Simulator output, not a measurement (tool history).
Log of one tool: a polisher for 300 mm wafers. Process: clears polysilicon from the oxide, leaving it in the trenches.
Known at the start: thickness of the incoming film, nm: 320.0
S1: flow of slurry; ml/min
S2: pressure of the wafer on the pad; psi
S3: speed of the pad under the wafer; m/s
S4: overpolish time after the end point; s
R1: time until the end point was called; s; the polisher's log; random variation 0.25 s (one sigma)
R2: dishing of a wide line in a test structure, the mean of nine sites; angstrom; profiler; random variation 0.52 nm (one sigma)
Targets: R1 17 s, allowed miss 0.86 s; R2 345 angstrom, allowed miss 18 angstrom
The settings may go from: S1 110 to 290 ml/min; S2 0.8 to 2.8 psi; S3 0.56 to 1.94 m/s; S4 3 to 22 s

run,hour,S1,S2,S3,S4,R1,R2
1,0,185,1.8,1.24,11,24.401,352.54
2,7.9,185,1.9,1.24,10,22.807,359.48
3,15.6,185,2.1,1.24,10,21.021,361.55
4,23.6,150,2.1,1.24,10,21.912,358.91
5,30.8,150,2.2,1.28,8,20.592,355.72
6,38.3,115,2.2,1.28,8,21.379,357.51
7,46.1,150,2.6,1.3,3,17.087,297.56
8,47.9,145,2.6,1.32,4,16.878,317.39

4 next moves are on the table. One of them brings every result within its allowed miss. Which?
A,49.7,155,2.8,1.36,3,?,?
B,49.7,155,2.7,1.48,6,?,?
C,49.7,135,2.8,1.18,3,?,?
D,49.7,160,2.6,1.32,6,?,?

move,R1,R2
A,15.247,295.86
B,14.978,345.56
C,17.007,283.84
D,16.617,341.58
A: further off than the last run
B: brings the result that was furthest off to its target, and leaves another outside
C: further off than the last run
D: meets every target
The right move is D.

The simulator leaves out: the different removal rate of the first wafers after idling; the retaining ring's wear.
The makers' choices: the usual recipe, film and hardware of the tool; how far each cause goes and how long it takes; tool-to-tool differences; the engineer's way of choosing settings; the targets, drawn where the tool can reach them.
